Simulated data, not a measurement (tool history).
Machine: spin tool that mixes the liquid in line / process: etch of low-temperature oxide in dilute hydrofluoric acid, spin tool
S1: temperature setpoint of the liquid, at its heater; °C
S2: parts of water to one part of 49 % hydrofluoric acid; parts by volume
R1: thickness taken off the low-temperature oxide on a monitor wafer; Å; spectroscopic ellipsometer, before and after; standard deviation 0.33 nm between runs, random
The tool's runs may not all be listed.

Run 1, hour 0: S1 22 °C, S2 60 parts by volume, time under the liquid (s) 145. Result: R1 560.72 Å.
Run 2, hour 2.5: S1 22 °C, S2 60 parts by volume, time under the liquid (s) 160. Result: R1 613.88 Å.
Run 3, hour 6.5: S1 20.5 °C, S2 65 parts by volume, time under the liquid (s) 160. Result: R1 529.44 Å.
Run 4, hour 10.6: S1 20.5 °C, S2 70 parts by volume, time under the liquid (s) 160. Result: R1 496.28 Å.
Run 5, hour 14.2: S1 19.5 °C, S2 70 parts by volume, time under the liquid (s) 160. Result: R1 471.32 Å.
Run 6, hour 17.9: S1 19.5 °C, S2 70 parts by volume, time under the liquid (s) 160. Result: R1 474.01 Å.
Run 7, hour 20: S1 18.5 °C, S2 70 parts by volume, time under the liquid (s) 160. Result: R1 453.59 Å.
Run 8, hour 29: S1 18 °C, S2 70 parts by volume, time under the liquid (s) 160. Result: R1 438.88 Å.
Run 9, hour 31.1: S1 18 °C, S2 70 parts by volume, time under the liquid (s) 160. Result: R1 439.77 Å.

Run 10 has not been measured yet. What should we expect?
Run 10, hour 33.2: S1 17.5 °C, S2 70 parts by volume, time under the liquid (s) 160. Result: R1 ?.

Run 10 gave R1 424.45 Å.
